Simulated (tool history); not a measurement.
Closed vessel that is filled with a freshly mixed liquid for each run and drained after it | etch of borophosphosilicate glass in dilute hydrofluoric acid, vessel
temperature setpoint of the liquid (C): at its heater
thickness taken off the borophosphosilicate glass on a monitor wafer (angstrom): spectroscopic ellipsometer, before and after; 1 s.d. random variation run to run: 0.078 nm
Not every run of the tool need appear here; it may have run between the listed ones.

run	hour	temperature setpoint of the liquid (C)	parts of water to one part of 49 % hydrofluoric acid (parts by volume)	time in the liquid (s)	thickness taken off the borophosphosilicate glass on a monitor wafer (angstrom)
1	0	24	195	105	287.15
2	2.4	24	130	105	462.75
3	6.3	22	165	105	321.24
4	10.6	20.5	190	105	259.23
5	13.6	19.5	210	105	222.59
6	14.8	19.5	210	110	231.6
7	23.1	19	225	110	208.02
8	27.4	18.5	240	110	191

Expected results for the next run?
9	32.8	18	250	110	?

Run 9 gave thickness taken off the borophosphosilicate glass on a monitor wafer (angstrom) 176.92.
